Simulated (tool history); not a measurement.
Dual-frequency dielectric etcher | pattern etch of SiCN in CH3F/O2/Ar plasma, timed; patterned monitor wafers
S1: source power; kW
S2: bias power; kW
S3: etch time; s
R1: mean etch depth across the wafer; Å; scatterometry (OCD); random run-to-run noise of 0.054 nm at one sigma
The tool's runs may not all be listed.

{"run": 1, "hour": 0.0, "S1": 0.53, "S2": 0.067, "S3": 37, "R1": 139.76}
{"run": 2, "hour": 4.8, "S1": 0.52, "S2": 0.067, "S3": 37, "R1": 138.83}
{"run": 3, "hour": 12.8, "S1": 0.52, "S2": 0.073, "S3": 37, "R1": 144.14}
{"run": 4, "hour": 16.5, "S1": 0.5, "S2": 0.072, "S3": 37, "R1": 139.15}
{"run": 5, "hour": 17.8, "S1": 0.56, "S2": 0.072, "S3": 37, "R1": 146.06}
{"run": 6, "hour": 21.4, "S1": 0.54, "S2": 0.071, "S3": 37, "R1": 144.87}
{"run": 7, "hour": 29.9, "S1": 0.52, "S2": 0.071, "S3": 37, "R1": 141.81}
{"run": 8, "hour": 38.7, "S1": 0.5, "S2": 0.071, "S3": 37, "R1": 139.58}
{"run": 9, "hour": 40.7, "S1": 0.49, "S2": 0.071, "S3": 37, "R1": 139.05}
{"run": 10, "hour": 42.6, "S1": 0.48, "S2": 0.071, "S3": 37, "R1": 137.85}
{"run": 11, "hour": 49.4, "S1": 0.47, "S2": 0.071, "S3": 37, "R1": 137.18}
{"run": 12, "hour": 52.7, "S1": 0.46, "S2": 0.071, "S3": 37, "R1": 135.33}

Expected results for the next run?
{"run": 13, "hour": 56.5, "S1": 0.45, "S2": 0.071, "S3": 37, "R1": "?"}

{"run 13": {"R1": 134.23}}

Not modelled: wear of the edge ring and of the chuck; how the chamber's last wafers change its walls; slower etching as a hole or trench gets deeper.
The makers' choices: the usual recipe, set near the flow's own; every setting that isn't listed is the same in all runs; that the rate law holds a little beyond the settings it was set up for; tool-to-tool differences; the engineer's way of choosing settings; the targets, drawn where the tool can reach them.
